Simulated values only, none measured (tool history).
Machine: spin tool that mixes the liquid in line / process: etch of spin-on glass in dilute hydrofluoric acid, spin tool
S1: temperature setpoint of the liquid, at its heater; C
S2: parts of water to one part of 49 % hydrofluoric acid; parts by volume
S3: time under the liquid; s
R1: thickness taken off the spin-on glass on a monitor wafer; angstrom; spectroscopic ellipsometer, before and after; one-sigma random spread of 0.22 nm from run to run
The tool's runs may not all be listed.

run,hour,S1,S2,S3,R1
1,0,25,165,170,347.47
2,2.5,25,165,170,350.8
3,3.5,25,165,185,379.4
4,11.6,25.5,165,185,385.84
5,18.6,25.5,165,170,355.34
6,22,26.5,165,170,365.9
7,29.7,27.5,165,170,382.42
8,37.9,28,165,170,390.56

What will run 9 give?
9,40.5,28.5,165,170,?

R1: 398.36 angstrom
